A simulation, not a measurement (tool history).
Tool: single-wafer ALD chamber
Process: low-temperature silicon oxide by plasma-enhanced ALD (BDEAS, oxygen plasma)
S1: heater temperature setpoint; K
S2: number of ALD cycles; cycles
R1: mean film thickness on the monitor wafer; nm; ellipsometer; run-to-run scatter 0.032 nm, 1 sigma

Run 1, hour 0: S1 383.15 K, S2 57 cycles. Result: R1 7.646 nm.
Run 2, hour 9.1: S1 383.15 K, S2 52 cycles. Result: R1 6.9528 nm.
Run 3, hour 10.5: S1 387.15 K, S2 52 cycles. Result: R1 6.991 nm.
Run 4, hour 14.6: S1 387.15 K, S2 58 cycles. Result: R1 7.7317 nm.
Run 5, hour 21.9: S1 380.15 K, S2 58 cycles. Result: R1 7.7621 nm.
Run 6, hour 23.5: S1 380.15 K, S2 62 cycles. Result: R1 8.3904 nm.
Run 7, hour 29.2: S1 380.15 K, S2 60 cycles. Result: R1 8.0667 nm.
Run 8, hour 34.3: S1 380.15 K, S2 58 cycles. Result: R1 7.8131 nm.

Run 9 comes next. What will it give?
Run 9, hour 39: S1 380.15 K, S2 56 cycles. Result: R1 ?.

{"run 9": {"R1": 7.6236}}
